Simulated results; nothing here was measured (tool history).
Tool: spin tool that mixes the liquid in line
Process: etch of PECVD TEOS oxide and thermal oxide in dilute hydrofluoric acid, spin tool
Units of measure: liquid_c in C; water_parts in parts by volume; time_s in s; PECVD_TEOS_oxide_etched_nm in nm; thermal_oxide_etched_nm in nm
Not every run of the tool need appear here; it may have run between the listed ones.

run 1 hour=0 | liquid_c=24 water_parts=125 time_s=40 | PECVD_TEOS_oxide_etched_nm=5.388 thermal_oxide_etched_nm=1.3584
run 2 hour=2.3 | liquid_c=26 water_parts=100 time_s=40 | PECVD_TEOS_oxide_etched_nm=7.4598 thermal_oxide_etched_nm=1.9916
run 3 hour=7.4 | liquid_c=27 water_parts=80 time_s=40 | PECVD_TEOS_oxide_etched_nm=10.016 thermal_oxide_etched_nm=2.5933
run 4 hour=12.9 | liquid_c=27 water_parts=40 time_s=40 | PECVD_TEOS_oxide_etched_nm=20.913 thermal_oxide_etched_nm=5.5195
run 5 hour=20.4 | liquid_c=27 water_parts=40 time_s=50 | PECVD_TEOS_oxide_etched_nm=26.303 thermal_oxide_etched_nm=7.1407
-- hour=25.3 thermometer replaced
run 6 hour=25.3 | liquid_c=25 water_parts=40 time_s=50 | PECVD_TEOS_oxide_etched_nm=26.021 thermal_oxide_etched_nm=6.8461
run 7 hour=29.5 | liquid_c=25 water_parts=90 time_s=50 | PECVD_TEOS_oxide_etched_nm=10.791 thermal_oxide_etched_nm=2.8097
run 8 hour=30.9 | liquid_c=25.5 water_parts=80 time_s=50 | PECVD_TEOS_oxide_etched_nm=12.531 thermal_oxide_etched_nm=3.2943
run 9 hour=36.8 | liquid_c=26 water_parts=75 time_s=50 | PECVD_TEOS_oxide_etched_nm=13.831 thermal_oxide_etched_nm=3.7001
run 10 hour=37.3 | liquid_c=26 water_parts=70 time_s=50 | PECVD_TEOS_oxide_etched_nm=14.805 thermal_oxide_etched_nm=4.0614
run 11 hour=43.7 | liquid_c=25.5 water_parts=70 time_s=50 | PECVD_TEOS_oxide_etched_nm=14.522 thermal_oxide_etched_nm=3.8306
run 12 hour=47.8 | liquid_c=25.5 water_parts=65 time_s=50 | PECVD_TEOS_oxide_etched_nm=15.85 thermal_oxide_etched_nm=4.1764

The next listed run, before its measurement:
run 13 hour=51.6 | liquid_c=26 water_parts=65 time_s=50 | PECVD_TEOS_oxide_etched_nm=? thermal_oxide_etched_nm=?

PECVD_TEOS_oxide_etched_nm: 16.091 nm
thermal_oxide_etched_nm: 4.1624 nm

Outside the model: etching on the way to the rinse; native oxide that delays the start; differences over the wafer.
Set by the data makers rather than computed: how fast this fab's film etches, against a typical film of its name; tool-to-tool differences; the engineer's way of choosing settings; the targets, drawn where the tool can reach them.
